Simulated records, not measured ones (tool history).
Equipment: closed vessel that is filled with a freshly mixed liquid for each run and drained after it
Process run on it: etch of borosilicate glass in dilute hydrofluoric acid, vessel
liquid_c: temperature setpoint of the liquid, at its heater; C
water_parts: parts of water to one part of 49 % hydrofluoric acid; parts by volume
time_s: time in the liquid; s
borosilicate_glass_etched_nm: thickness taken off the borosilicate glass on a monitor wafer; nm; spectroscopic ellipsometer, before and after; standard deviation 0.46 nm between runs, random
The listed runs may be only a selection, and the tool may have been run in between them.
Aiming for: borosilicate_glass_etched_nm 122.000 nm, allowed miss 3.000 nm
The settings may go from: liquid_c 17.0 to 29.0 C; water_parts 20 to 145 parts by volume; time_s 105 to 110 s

run,hour,liquid_c,water_parts,time_s,borosilicate_glass_etched_nm
1,0.0,21.0,80,105,48.316
2,5.6,21.0,80,110,50.610
3,14.1,23.5,65,110,69.787
4,18.4,23.5,65,110,69.936
5,27.1,23.5,45,110,103.350
6,34.8,20.5,45,110,91.367
7,43.1,23.0,45,110,101.150
8,51.7,25.0,45,110,110.310
9,54.6,26.0,45,110,115.940
# hour 56.7: thermometer replaced
10,56.7,27.5,45,110,134.420
11,61.4,27.0,45,110,132.600
12,66.5,26.5,45,110,130.620
13,69.4,26.0,45,110,127.270

Of the 4 settings listed for the next run, only one would bring every result within its allowed miss of target. Which one?
A,72.3,27.5,45,105,?
B,72.3,25.0,45,110,?
C,72.3,26.5,45,110,?
D,72.3,29.0,50,110,?

move,borosilicate_glass_etched_nm
A,129.560
B,122.630
C,130.360
D,128.730
A: moves away from the targets compared with the last run
B: each result inside its tolerance
C: moves away from the targets compared with the last run
D: moves away from the targets compared with the last run
The right move is B.
